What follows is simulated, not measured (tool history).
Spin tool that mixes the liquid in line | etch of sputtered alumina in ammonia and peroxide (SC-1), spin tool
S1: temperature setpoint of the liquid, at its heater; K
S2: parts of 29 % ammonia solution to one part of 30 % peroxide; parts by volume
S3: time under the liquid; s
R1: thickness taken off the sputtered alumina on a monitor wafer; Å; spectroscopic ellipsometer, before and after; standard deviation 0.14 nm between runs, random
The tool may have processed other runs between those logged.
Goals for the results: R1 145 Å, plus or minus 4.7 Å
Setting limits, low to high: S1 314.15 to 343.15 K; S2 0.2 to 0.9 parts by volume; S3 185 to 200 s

run 1 hour=0 | S1=330.15 S2=0.5 S3=185 | R1=183.43
run 2 hour=6.6 | S1=323.15 S2=0.5 S3=185 | R1=127.14
run 3 hour=8.2 | S1=323.15 S2=0.5 S3=200 | R1=137.64
run 4 hour=13.7 | S1=320.65 S2=0.5 S3=200 | R1=117.17
run 5 hour=17.8 | S1=320.65 S2=0.5 S3=200 | R1=119.21
run 6 hour=18.4 | S1=321.15 S2=0.5 S3=200 | R1=122.47
run 7 hour=22.8 | S1=321.65 S2=0.5 S3=200 | R1=124.57
run 8 hour=26.9 | S1=322.15 S2=0.5 S3=200 | R1=129.64
run 9 hour=30.7 | S1=322.65 S2=0.5 S3=200 | R1=133.85
run 10 hour=34.8 | S1=323.65 S2=0.5 S3=200 | R1=138.59

5 candidate next runs follow, results not yet known. Just one meets every target within its allowed miss. Identify it.
run A hour=38.9 | S1=322.65 S2=0.6 S3=195 | R1=?
run B hour=38.9 | S1=323.65 S2=0.45 S3=185 | R1=?
run C hour=38.9 | S1=323.15 S2=0.45 S3=200 | R1=?
run D hour=38.9 | S1=322.65 S2=0.6 S3=200 | R1=?
run E hour=38.9 | S1=324.15 S2=0.55 S3=200 | R1=?

move=A R1=131.3
move=B R1=128.06
move=C R1=134.69
move=D R1=134.66
move=E R1=145.02
A: lands further from the targets than the last run did
B: lands further from the targets than the last run did
C: lands further from the targets than the last run did
D: lands further from the targets than the last run did
E: all results land within tolerance of their targets
E meets every target.

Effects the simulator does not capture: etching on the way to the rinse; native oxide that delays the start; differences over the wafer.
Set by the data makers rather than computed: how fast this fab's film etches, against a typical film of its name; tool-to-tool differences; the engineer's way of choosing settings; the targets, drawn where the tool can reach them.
